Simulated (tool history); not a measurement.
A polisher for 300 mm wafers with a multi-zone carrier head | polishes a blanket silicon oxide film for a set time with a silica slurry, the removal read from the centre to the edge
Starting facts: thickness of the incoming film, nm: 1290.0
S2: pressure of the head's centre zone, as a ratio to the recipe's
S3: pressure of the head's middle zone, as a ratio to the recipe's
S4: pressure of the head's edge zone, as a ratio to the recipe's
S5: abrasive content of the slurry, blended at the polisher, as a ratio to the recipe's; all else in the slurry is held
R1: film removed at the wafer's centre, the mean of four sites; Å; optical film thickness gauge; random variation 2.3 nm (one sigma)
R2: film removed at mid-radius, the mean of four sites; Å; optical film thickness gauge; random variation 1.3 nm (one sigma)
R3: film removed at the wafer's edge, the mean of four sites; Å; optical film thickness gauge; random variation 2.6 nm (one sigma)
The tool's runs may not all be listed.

Run 1, hour 0: flow of slurry (ml/min) 315, S2 1, S3 1, S4 1, S5 1, polishing time (s) 54. Result: R1 1850.5 Å, R2 1815.8 Å, R3 1860.4 Å.
Run 2, hour 3.1: flow of slurry (ml/min) 315, S2 1, S3 1, S4 1, S5 1, polishing time (s) 43. Result: R1 1456.7 Å, R2 1428.9 Å, R3 1460.4 Å.
Run 3, hour 7.8: flow of slurry (ml/min) 315, S2 1, S3 1, S4 1, S5 1.1, polishing time (s) 43. Result: R1 1529.6 Å, R2 1526.7 Å, R3 1518.4 Å.
Run 4, hour 10.5: flow of slurry (ml/min) 310, S2 0.98, S3 0.97, S4 1.05, S5 1.15, polishing time (s) 44. Result: R1 1610.9 Å, R2 1529.3 Å, R3 1657.6 Å.
Run 5, hour 17.2: flow of slurry (ml/min) 310, S2 0.98, S3 0.97, S4 1.05, S5 1.15, polishing time (s) 57. Result: R1 2044 Å, R2 1996 Å, R3 2084.7 Å.
Run 6, hour 22.5: flow of slurry (ml/min) 305, S2 0.94, S3 0.94, S4 1.03, S5 1.1, polishing time (s) 57. Result: R1 1892.6 Å, R2 1904.8 Å, R3 2036.1 Å.
Run 7, hour 25: flow of slurry (ml/min) 300, S2 0.92, S3 0.91, S4 1.02, S5 1.05, polishing time (s) 57. Result: R1 1868.3 Å, R2 1825.3 Å, R3 2010.3 Å.
Run 8, hour 32.9: flow of slurry (ml/min) 300, S2 0.9, S3 0.89, S4 1.01, S5 1, polishing time (s) 57. Result: R1 1718.5 Å, R2 1759.7 Å, R3 1933.4 Å.
Run 9, hour 39: flow of slurry (ml/min) 300, S2 0.9, S3 0.87, S4 1.01, S5 0.95, polishing time (s) 57. Result: R1 1730.3 Å, R2 1670.8 Å, R3 1881.9 Å.

What will run 10 give?
Run 10, hour 45.8: flow of slurry (ml/min) 295, S2 0.88, S3 0.86, S4 1.01, S5 0.95, polishing time (s) 57. Result: R1 ?, R2 ?, R3 ?.

{"run 10": {"R1": 1627.8, "R2": 1651.5, "R3": 1910.5}}
